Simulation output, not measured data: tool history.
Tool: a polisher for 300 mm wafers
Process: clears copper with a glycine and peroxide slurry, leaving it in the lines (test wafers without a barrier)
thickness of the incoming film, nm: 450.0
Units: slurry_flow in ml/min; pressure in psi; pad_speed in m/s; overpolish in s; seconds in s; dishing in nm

| run | day | slurry_flow | pressure | pad_speed | overpolish | seconds | dishing |
|---|---|---|---|---|---|---|---|
| 1 | 0 | 195 | 2.3 | 0.84 | 27 | 156.04 | 52.331 |
| 2 | 0.117 | 195 | 2.3 | 0.88 | 24 | 149.34 | 48.962 |
| 3 | 0.446 | 195 | 2.4 | 0.9 | 22 | 146.29 | 47.51 |
| 4 | 0.583 | 195 | 2.4 | 0.9 | 17 | 145.59 | 39.223 |
| 5 | 0.929 | 225 | 2.4 | 0.9 | 17 | 147.31 | 40.806 |
| 6 | 1.158 | 225 | 2.5 | 0.92 | 16 | 139.46 | 39.469 |
| 7 | 1.429 | 230 | 3.1 | 0.96 | 11 | 121.34 | 32.617 |

Run 8 comes next. What will it give?
| 8 | 1.462 | 230 | 3.1 | 0.98 | 11 | ? | ? |

seconds: 116.23 s
dishing: 33.18 nm
